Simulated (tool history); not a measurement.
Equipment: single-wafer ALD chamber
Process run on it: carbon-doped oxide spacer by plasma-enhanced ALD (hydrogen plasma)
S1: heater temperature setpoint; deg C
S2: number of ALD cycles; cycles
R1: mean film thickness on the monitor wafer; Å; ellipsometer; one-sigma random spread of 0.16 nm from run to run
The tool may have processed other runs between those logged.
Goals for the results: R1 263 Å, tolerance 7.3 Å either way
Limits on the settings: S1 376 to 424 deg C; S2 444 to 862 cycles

run 1 hour=0 | S1=400 S2=653 | R1=292.7
run 2 hour=2.3 | S1=400 S2=644 | R1=292.26
run 3 hour=11.4 | S1=408 S2=644 | R1=287.48
run 4 hour=15.9 | S1=408 S2=636 | R1=285.6
-- hour=24.4 thermocouple changed; heater temperature recalibrated
run 5 hour=24.4 | S1=408 S2=628 | R1=277.21
run 6 hour=26.3 | S1=408 S2=670 | R1=295.38
run 7 hour=33.1 | S1=408 S2=659 | R1=290.63
run 8 hour=43 | S1=408 S2=650 | R1=284.54

Next run, 5 choices. One meets every target within its allowed miss, the rest don't. Which?
run A hour=52.9 | S1=409 S2=635 | R1=?
run B hour=52.9 | S1=407 S2=636 | R1=?
run C hour=52.9 | S1=419 S2=644 | R1=?
run D hour=52.9 | S1=403 S2=580 | R1=?
run E hour=52.9 | S1=402 S2=619 | R1=?

move=A R1=281.94
move=B R1=284.37
move=C R1=275.84
move=D R1=262.97
move=E R1=281.62
A: gains on the last run, yet a result remains outside its allowed miss
B: about the same distance from the targets as the last run
C: gains on the last run, yet a result remains outside its allowed miss
D: all results in spec
E: gains on the last run, yet a result remains outside its allowed miss
Move D is the one to make.

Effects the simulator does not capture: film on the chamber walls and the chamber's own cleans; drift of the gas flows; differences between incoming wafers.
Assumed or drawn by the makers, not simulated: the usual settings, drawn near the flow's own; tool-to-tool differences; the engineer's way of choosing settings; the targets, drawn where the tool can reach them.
